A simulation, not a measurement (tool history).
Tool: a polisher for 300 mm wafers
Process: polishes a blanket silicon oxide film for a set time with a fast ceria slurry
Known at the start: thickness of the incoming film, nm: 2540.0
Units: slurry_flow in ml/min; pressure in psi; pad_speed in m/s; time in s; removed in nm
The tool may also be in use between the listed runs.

| run | hour | slurry_flow | pressure | pad_speed | time | removed |
|---|---|---|---|---|---|---|
| 1 | 0.0 | 320 | 2.5 | 0.82 | 69 | 750.83 |
| 2 | 5.7 | 320 | 2.6 | 0.82 | 69 | 766.88 |
| 3 | 7.5 | 320 | 2.2 | 0.82 | 69 | 680.09 |
| 4 | 10.8 | 285 | 2.2 | 0.82 | 69 | 681.67 |
| 5 | 12.2 | 325 | 2.2 | 0.82 | 69 | 681.04 |
| 6 | 19.2 | 325 | 2.4 | 0.82 | 69 | 723.41 |

The next listed run, before its measurement:
| 7 | 23.7 | 325 | 2.6 | 0.82 | 69 | ? |

Run 7 gave removed 786.52 nm.
